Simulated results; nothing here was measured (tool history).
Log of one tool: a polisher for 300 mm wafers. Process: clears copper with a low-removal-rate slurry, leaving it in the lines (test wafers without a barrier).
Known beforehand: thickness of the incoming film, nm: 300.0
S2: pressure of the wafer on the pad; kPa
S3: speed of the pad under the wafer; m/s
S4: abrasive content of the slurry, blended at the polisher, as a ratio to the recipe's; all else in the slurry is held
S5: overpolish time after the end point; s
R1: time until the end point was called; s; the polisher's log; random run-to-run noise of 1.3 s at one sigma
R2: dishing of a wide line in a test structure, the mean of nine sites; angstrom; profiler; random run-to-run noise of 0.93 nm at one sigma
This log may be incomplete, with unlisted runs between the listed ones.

{"run": 1, "hour": 0.0, "flow of slurry (ml/min)": 260, "S2": 20.0, "S3": 1.18, "S4": 1.0, "S5": 24, "R1": 112.69, "R2": 358.52}
{"run": 2, "hour": 2.8, "flow of slurry (ml/min)": 260, "S2": 20.0, "S3": 1.44, "S4": 1.0, "S5": 24, "R1": 89.753, "R2": 410.59}
{"run": 3, "hour": 9.7, "flow of slurry (ml/min)": 260, "S2": 20.0, "S3": 1.3, "S4": 1.0, "S5": 24, "R1": 101.5, "R2": 376.92}
{"run": 4, "hour": 18.1, "flow of slurry (ml/min)": 260, "S2": 20.0, "S3": 1.3, "S4": 0.85, "S5": 24, "R1": 101.92, "R2": 387.49}
{"run": 5, "hour": 24.1, "flow of slurry (ml/min)": 260, "S2": 20.7, "S3": 1.3, "S4": 0.85, "S5": 24, "R1": 101.95, "R2": 375.26}
{"run": 6, "hour": 28.2, "flow of slurry (ml/min)": 260, "S2": 21.4, "S3": 1.3, "S4": 0.85, "S5": 24, "R1": 95.159, "R2": 399.23}
{"run": 7, "hour": 29.4, "flow of slurry (ml/min)": 260, "S2": 22.1, "S3": 1.3, "S4": 0.85, "S5": 24, "R1": 94.835, "R2": 401.81}
{"run": 8, "hour": 33.5, "flow of slurry (ml/min)": 260, "S2": 22.8, "S3": 1.3, "S4": 0.85, "S5": 24, "R1": 90.785, "R2": 416.85}
{"run": 9, "hour": 40.1, "flow of slurry (ml/min)": 260, "S2": 23.4, "S3": 1.3, "S4": 0.85, "S5": 24, "R1": 90.141, "R2": 420.05}

Run 10 has not been measured yet. What should we expect?
{"run": 10, "hour": 43.1, "flow of slurry (ml/min)": 260, "S2": 24.1, "S3": 1.3, "S4": 0.85, "S5": 24, "R1": "?", "R2": "?"}

Run 10 gave R1 89.312 s, R2 419.51 angstrom.

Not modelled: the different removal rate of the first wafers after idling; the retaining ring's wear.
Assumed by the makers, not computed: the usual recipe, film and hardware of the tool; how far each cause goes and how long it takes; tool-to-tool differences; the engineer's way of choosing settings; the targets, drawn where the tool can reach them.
